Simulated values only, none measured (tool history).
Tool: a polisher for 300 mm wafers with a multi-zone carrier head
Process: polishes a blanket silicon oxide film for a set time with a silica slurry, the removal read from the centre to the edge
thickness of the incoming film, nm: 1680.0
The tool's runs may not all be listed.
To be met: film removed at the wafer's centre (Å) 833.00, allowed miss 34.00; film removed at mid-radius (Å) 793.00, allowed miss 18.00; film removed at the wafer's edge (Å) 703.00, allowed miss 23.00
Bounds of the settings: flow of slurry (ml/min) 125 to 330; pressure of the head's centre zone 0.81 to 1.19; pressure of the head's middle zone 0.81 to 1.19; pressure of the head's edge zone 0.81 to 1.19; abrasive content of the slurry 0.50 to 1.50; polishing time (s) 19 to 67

run	hour	flow of slurry (ml/min)	pressure of the head's centre zone	pressure of the head's middle zone	pressure of the head's edge zone	abrasive content of the slurry	polishing time (s)	film removed at the wafer's centre (Å)	film removed at mid-radius (Å)	film removed at the wafer's edge (Å)
1	0.0	210	1.00	1.00	1.00	1.00	43	1094.10	1071.60	1094.60
2	5.1	215	1.02	1.02	0.95	0.85	41	1009.70	986.03	957.98
3	10.7	180	1.02	1.02	0.95	0.85	41	972.42	958.63	947.31
4	16.3	180	1.02	1.02	0.95	0.85	31	731.73	722.94	720.62
5	24.5	205	1.04	1.03	0.92	0.85	31	781.99	739.66	710.38
6	25.9	205	1.04	1.03	0.98	0.85	31	780.74	741.22	739.40
7	34.0	220	1.04	1.05	0.95	0.85	31	799.20	747.56	738.07
8	34.7	225	1.07	1.15	0.85	0.80	31	779.88	791.17	675.73

4 next moves are on the table. One of them brings every result within its allowed miss. Which?
A	35.4	305	1.07	1.11	0.84	1.00	29	?	?	?
B	35.4	185	0.96	1.14	0.91	0.70	36	?	?	?
C	35.4	170	0.96	1.14	0.88	0.75	36	?	?	?
D	35.4	205	1.00	1.19	0.82	0.80	33	?	?	?

move	film removed at the wafer's centre (Å)	film removed at mid-radius (Å)	film removed at the wafer's edge (Å)
A	823.56	791.69	717.63
B	754.66	827.74	779.09
C	759.15	834.33	776.57
D	768.86	826.85	721.71
A: meets every target
B: further off than the last run
C: further off than the last run
D: further off than the last run
The right move is A.

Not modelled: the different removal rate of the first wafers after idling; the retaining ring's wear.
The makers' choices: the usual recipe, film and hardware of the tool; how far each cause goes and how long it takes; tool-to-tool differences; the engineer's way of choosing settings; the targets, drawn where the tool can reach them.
